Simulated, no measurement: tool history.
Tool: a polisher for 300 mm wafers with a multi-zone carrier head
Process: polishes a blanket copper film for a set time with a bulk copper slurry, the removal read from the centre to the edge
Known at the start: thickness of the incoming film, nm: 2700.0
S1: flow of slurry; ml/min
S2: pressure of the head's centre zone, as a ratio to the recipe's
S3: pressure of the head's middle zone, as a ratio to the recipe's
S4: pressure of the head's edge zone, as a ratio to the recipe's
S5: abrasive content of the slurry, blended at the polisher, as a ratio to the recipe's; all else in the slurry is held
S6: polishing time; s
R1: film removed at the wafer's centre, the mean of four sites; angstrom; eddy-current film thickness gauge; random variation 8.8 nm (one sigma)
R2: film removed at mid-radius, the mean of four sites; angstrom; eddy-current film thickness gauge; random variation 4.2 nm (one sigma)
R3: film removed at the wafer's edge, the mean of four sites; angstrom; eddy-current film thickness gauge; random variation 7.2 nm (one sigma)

{"run": 1, "day": 0.0, "S1": 220, "S2": 1.0, "S3": 1.0, "S4": 1.0, "S5": 1.0, "S6": 59, "R1": 4615.4, "R2": 4607.6, "R3": 4492.5}
{"run": 2, "day": 0.321, "S1": 220, "S2": 1.0, "S3": 1.0, "S4": 1.0, "S5": 1.1, "S6": 59, "R1": 4603.4, "R2": 4723.5, "R3": 4577.2}
{"run": 3, "day": 0.65, "S1": 220, "S2": 1.07, "S3": 1.0, "S4": 1.0, "S5": 1.1, "S6": 59, "R1": 4889.2, "R2": 4710.2, "R3": 4680.2}
{"run": 4, "day": 0.771, "S1": 220, "S2": 1.01, "S3": 1.0, "S4": 1.0, "S5": 1.1, "S6": 59, "R1": 4619.1, "R2": 4730.7, "R3": 4593.1}
{"run": 5, "day": 0.821, "S1": 225, "S2": 1.03, "S3": 1.01, "S4": 1.01, "S5": 1.15, "S6": 60, "R1": 5082.9, "R2": 4861.7, "R3": 4801.6}
{"run": 6, "day": 1.025, "S1": 220, "S2": 1.02, "S3": 1.02, "S4": 1.02, "S5": 1.2, "S6": 61, "R1": 5117.7, "R2": 5126.7, "R3": 5009.1}
{"run": 7, "day": 1.242, "S1": 225, "S2": 1.03, "S3": 1.04, "S4": 1.04, "S5": 1.2, "S6": 61, "R1": 5072.3, "R2": 5063.1, "R3": 4956.6}
{"run": 8, "day": 1.488, "S1": 225, "S2": 1.04, "S3": 1.04, "S4": 1.04, "S5": 1.25, "S6": 62, "R1": 5155.4, "R2": 5316.3, "R3": 5092.9}
{"run": 9, "day": 1.842, "S1": 230, "S2": 1.06, "S3": 1.04, "S4": 1.05, "S5": 1.3, "S6": 62, "R1": 5608.2, "R2": 5383.8, "R3": 5242.2}

The next listed run, before its measurement:
{"run": 10, "day": 1.862, "S1": 230, "S2": 1.06, "S3": 1.05, "S4": 1.06, "S5": 1.35, "S6": 62, "R1": "?", "R2": "?", "R3": "?"}

{"run 10": {"R1": 5394.1, "R2": 5449.2, "R3": 5228.2}}

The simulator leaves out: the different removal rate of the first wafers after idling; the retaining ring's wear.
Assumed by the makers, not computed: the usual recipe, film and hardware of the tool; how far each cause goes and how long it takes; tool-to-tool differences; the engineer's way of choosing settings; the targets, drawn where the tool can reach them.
